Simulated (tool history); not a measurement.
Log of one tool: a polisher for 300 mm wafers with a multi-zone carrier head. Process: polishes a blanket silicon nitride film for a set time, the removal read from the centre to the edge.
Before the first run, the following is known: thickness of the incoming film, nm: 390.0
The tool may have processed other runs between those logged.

| run | hour | flow of slurry (ml/min) | pressure of the head's centre zone | pressure of the head's middle zone | pressure of the head's edge zone | polishing time (s) | film removed at the wafer's centre (nm) | film removed at mid-radius (nm) | film removed at the wafer's edge (nm) |
|---|---|---|---|---|---|---|---|---|---|
| 1 | 0.0 | 185 | 1.00 | 1.00 | 1.00 | 63 | 77.191 | 78.615 | 78.569 |
| 2 | 6.4 | 190 | 1.01 | 1.01 | 1.01 | 65 | 81.069 | 82.135 | 82.273 |
| 3 | 10.0 | 210 | 1.01 | 1.01 | 1.01 | 65 | 82.788 | 80.212 | 84.566 |
| 4 | 12.6 | 210 | 1.01 | 1.01 | 0.96 | 65 | 82.364 | 82.307 | 82.009 |
| 5 | 13.6 | 210 | 1.01 | 1.02 | 0.97 | 67 | 85.892 | 86.213 | 83.288 |
| 6 | 20.5 | 210 | 1.08 | 1.02 | 0.97 | 67 | 88.964 | 84.414 | 83.556 |

Expected results for the next run?
| 7 | 21.5 | 210 | 1.08 | 1.03 | 0.98 | 68 | ? | ? | ? |

film removed at the wafer's centre (nm): 92.545
film removed at mid-radius (nm): 85.882
film removed at the wafer's edge (nm): 85.872

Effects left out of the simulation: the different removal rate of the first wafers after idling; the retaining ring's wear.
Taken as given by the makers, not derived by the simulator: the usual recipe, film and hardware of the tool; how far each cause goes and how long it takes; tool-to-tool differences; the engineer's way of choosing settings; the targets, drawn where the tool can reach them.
